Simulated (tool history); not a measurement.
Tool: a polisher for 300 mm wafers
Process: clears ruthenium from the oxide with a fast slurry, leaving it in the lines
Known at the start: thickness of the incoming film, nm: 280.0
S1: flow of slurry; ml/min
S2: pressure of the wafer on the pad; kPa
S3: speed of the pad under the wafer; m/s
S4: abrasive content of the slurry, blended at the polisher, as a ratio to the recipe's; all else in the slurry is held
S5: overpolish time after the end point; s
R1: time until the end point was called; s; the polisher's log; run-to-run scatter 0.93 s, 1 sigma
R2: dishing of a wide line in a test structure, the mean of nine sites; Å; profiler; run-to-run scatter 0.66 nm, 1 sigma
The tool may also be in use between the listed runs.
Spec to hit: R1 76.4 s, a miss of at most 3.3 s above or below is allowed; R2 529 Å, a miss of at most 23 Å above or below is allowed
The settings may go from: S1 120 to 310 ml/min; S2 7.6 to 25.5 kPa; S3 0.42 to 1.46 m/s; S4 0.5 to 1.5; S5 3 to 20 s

run	hour	S1	S2	S3	S4	S5	R1	R2
1	0	200	16.5	0.94	1	10	117.22	222.56
2	0.9	200	16.5	0.94	1	8	117.11	183.89
3	7.3	200	16.5	0.94	1	12	115.57	260.32
4	10.2	200	12.4	0.94	1	12	153.44	202.97
5	16.9	200	9	0.94	1	12	211.83	156.38
6	19.3	200	7.6	0.94	1	12	245.52	131.02
7	24.5	200	9	0.94	1	12	211.31	154.63
8	28.6	200	10.3	0.94	1	12	184.48	167.92
# hour 30.8: slurry blender recalibrated
9	30.8	185	14.5	1.04	1	17	109.64	388.3
10	34.9	185	15.2	1.04	1	17	107.03	399.53
11	41.5	210	19.3	1.06	1	16	80.201	474.27
12	44.6	210	19.3	1.06	1	17	79.823	507.29

4 next moves are on the table. One of them brings every result within its allowed miss. Which?
A	47.7	250	22.1	1	1.15	17	?	?
B	47.7	160	19.3	1.06	1.2	19	?	?
C	47.7	210	19.3	1.18	1.15	17	?	?
D	47.7	170	22.1	1.16	0.85	17	?	?

move	R1	R2
A	68.247	589.25
B	77.107	584.05
C	69.47	580.74
D	78.77	523.17
A: carries the result that was furthest off beyond its target, to the other side
B: brings the last run's worst result on target, with another outside its allowed miss
C: carries the result that was furthest off beyond its target, to the other side
D: every result lands within tolerance
Go with D: it meets all targets.

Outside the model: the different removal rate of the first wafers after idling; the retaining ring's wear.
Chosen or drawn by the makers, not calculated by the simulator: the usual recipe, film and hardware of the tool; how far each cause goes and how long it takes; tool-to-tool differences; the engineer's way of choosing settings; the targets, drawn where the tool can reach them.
